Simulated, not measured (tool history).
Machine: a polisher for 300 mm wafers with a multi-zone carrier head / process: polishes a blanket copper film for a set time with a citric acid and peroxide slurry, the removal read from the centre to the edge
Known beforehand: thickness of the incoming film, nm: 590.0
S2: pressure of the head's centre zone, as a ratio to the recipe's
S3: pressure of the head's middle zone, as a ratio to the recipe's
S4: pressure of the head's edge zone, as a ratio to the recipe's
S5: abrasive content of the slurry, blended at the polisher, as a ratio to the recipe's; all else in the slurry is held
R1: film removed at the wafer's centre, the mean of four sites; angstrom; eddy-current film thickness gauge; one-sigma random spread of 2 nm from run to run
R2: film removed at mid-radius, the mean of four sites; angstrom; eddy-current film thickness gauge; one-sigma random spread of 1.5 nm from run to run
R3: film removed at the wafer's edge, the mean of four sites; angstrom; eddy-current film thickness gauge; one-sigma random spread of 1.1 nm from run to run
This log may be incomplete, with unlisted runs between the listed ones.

{"run": 1, "hour": 0.0, "flow of slurry (ml/min)": 135, "S2": 1, "S3": 1, "S4": 1, "S5": 1, "polishing time (s)": 83, "R1": 1970.1, "R2": 1875.2, "R3": 1923.1}
{"run": 2, "hour": 8.0, "flow of slurry (ml/min)": 135, "S2": 1, "S3": 1, "S4": 0.96, "S5": 1, "polishing time (s)": 83, "R1": 1934.2, "R2": 1871.1, "R3": 1866.5}
{"run": 3, "hour": 16.6, "flow of slurry (ml/min)": 125, "S2": 0.99, "S3": 0.97, "S4": 0.93, "S5": 0.95, "polishing time (s)": 83, "R1": 1856.1, "R2": 1756.1, "R3": 1804.4}
{"run": 4, "hour": 18.7, "flow of slurry (ml/min)": 155, "S2": 0.99, "S3": 0.97, "S4": 0.93, "S5": 0.95, "polishing time (s)": 83, "R1": 1968.6, "R2": 1822.5, "R3": 1869.9}
{"run": 5, "hour": 25.1, "flow of slurry (ml/min)": 155, "S2": 0.91, "S3": 0.97, "S4": 0.93, "S5": 0.95, "polishing time (s)": 83, "R1": 1899.8, "R2": 1855.5, "R3": 1853.7}
{"run": 6, "hour": 28.1, "flow of slurry (ml/min)": 145, "S2": 0.9, "S3": 0.95, "S4": 0.91, "S5": 0.9, "polishing time (s)": 83, "R1": 1816.9, "R2": 1769, "R3": 1803.9}
{"run": 7, "hour": 30.1, "flow of slurry (ml/min)": 145, "S2": 0.9, "S3": 0.95, "S4": 0.91, "S5": 0.9, "polishing time (s)": 83, "R1": 1789.9, "R2": 1780.5, "R3": 1799.4}
{"run": 8, "hour": 30.8, "flow of slurry (ml/min)": 135, "S2": 0.91, "S3": 0.93, "S4": 0.89, "S5": 0.85, "polishing time (s)": 83, "R1": 1742.4, "R2": 1716.9, "R3": 1778.3}
{"run": 9, "hour": 38.8, "flow of slurry (ml/min)": 135, "S2": 0.92, "S3": 0.92, "S4": 0.87, "S5": 0.8, "polishing time (s)": 82, "R1": 1773.7, "R2": 1658.2, "R3": 1692.5}

Run 10 comes next. What will it give?
{"run": 10, "hour": 46.5, "flow of slurry (ml/min)": 125, "S2": 0.91, "S3": 0.91, "S4": 0.86, "S5": 0.8, "polishing time (s)": 82, "R1": "?", "R2": "?", "R3": "?"}

For run 10 the tool returned R1 1688 angstrom, R2 1618.8 angstrom, R3 1689 angstrom.

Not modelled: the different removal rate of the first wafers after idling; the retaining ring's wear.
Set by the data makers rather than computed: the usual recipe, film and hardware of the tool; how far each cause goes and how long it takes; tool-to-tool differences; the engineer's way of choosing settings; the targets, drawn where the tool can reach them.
